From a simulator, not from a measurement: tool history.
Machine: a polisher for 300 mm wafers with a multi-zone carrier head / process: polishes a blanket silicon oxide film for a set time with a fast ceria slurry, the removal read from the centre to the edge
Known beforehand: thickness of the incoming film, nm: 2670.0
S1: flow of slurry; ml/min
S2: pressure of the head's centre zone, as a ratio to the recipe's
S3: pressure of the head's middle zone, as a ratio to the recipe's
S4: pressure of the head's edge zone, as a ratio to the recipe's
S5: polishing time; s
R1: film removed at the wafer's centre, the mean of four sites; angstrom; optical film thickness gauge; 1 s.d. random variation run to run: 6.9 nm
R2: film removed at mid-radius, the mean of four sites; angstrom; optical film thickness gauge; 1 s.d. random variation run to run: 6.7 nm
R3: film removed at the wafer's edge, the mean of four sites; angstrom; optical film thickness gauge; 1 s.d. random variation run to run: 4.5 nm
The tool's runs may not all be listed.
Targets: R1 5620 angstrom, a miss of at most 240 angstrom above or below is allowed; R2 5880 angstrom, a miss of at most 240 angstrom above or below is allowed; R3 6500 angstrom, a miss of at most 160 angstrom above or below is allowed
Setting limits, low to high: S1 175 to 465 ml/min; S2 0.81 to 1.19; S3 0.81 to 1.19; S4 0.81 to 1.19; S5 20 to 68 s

run 1 day=0 | S1=295 S2=1 S3=1 S4=1 S5=44 | R1=9278.4 R2=8331.8 R3=8478.7
run 2 day=0.033 | S1=295 S2=1 S3=1 S4=1 S5=34 | R1=7151.5 R2=6424.4 R3=6502.1
run 3 day=0.171 | S1=295 S2=0.94 S3=1 S4=1 S5=34 | R1=6542.3 R2=6376.3 R3=6527.8
run 4 day=0.317 | S1=295 S2=0.94 S3=1 S4=1 S5=41 | R1=8035.1 R2=7657.5 R3=7674.5
run 5 day=0.558 | S1=295 S2=0.94 S3=1.08 S4=1 S5=41 | R1=8003.9 R2=8404.3 R3=7792.6
run 6 day=0.875 | S1=295 S2=0.94 S3=1.08 S4=1 S5=48 | R1=9446.8 R2=9558.8 R3=9181.6
run 7 day=0.896 | S1=285 S2=0.92 S3=1.05 S4=1.01 S5=45 | R1=8519.1 R2=8741.5 R3=8575.3
run 8 day=1.008 | S1=275 S2=0.9 S3=1.03 S4=1.01 S5=43 | R1=7965.8 R2=8152.6 R3=8127.6
run 9 day=1.162 | S1=270 S2=0.88 S3=1.01 S4=1.02 S5=41 | R1=7415 R2=7492.1 R3=7770.3
-- day=1.396 centre zone pressure recalibrated
run 10 day=1.396 | S1=210 S2=0.81 S3=0.99 S4=1.05 S5=32 | R1=4646.3 R2=5681.5 R3=6143.2
run 11 day=1.646 | S1=230 S2=0.82 S3=0.99 S4=1.05 S5=32 | R1=4861.8 R2=5826.6 R3=6111.5
run 12 day=1.783 | S1=240 S2=0.83 S3=0.98 S4=1.06 S5=32 | R1=5053.7 R2=5775.8 R3=6120.7
run 13 day=1.992 | S1=240 S2=0.84 S3=0.97 S4=1.06 S5=32 | R1=5009.1 R2=5673.7 R3=6128
run 14 day=2.317 | S1=250 S2=0.85 S3=0.97 S4=1.07 S5=32 | R1=5117.1 R2=5865.3 R3=6223.5
run 15 day=2.421 | S1=255 S2=0.86 S3=0.96 S4=1.08 S5=32 | R1=5171.8 R2=5759.5 R3=6328
run 16 day=2.475 | S1=265 S2=0.87 S3=0.96 S4=1.08 S5=32 | R1=5185.5 R2=5751.2 R3=6287.1

Below are 5 possible settings for the next run. Only one of them brings all results inside the allowed miss of their targets. Which is it?
run A day=2.529 | S1=240 S2=0.84 S3=1.13 S4=1.18 S5=30 | R1=? R2=? R3=?
run B day=2.529 | S1=250 S2=0.94 S3=0.82 S4=1.05 S5=35 | R1=? R2=? R3=?
run C day=2.529 | S1=230 S2=0.82 S3=1.03 S4=1.19 S5=32 | R1=? R2=? R3=?
run D day=2.529 | S1=185 S2=0.86 S3=0.9 S4=0.97 S5=36 | R1=? R2=? R3=?
run E day=2.529 | S1=370 S2=0.9 S3=0.95 S4=0.9 S5=32 | R1=? R2=? R3=?

move=A R1=4672 R2=6064.8 R3=6077.8
move=B R1=6111.9 R2=5428.1 R3=6731
move=C R1=4837.5 R2=5950.4 R3=6498.2
move=D R1=5541.7 R2=5827.6 R3=6486.5
move=E R1=5563 R2=5803.7 R3=5860.5
A: misses by more than the last run did
B: takes the result that was furthest off past its target
C: misses by more than the last run did
D: each result inside its tolerance
E: brings the last run's worst result on target, with another outside its allowed miss
The right move is D.

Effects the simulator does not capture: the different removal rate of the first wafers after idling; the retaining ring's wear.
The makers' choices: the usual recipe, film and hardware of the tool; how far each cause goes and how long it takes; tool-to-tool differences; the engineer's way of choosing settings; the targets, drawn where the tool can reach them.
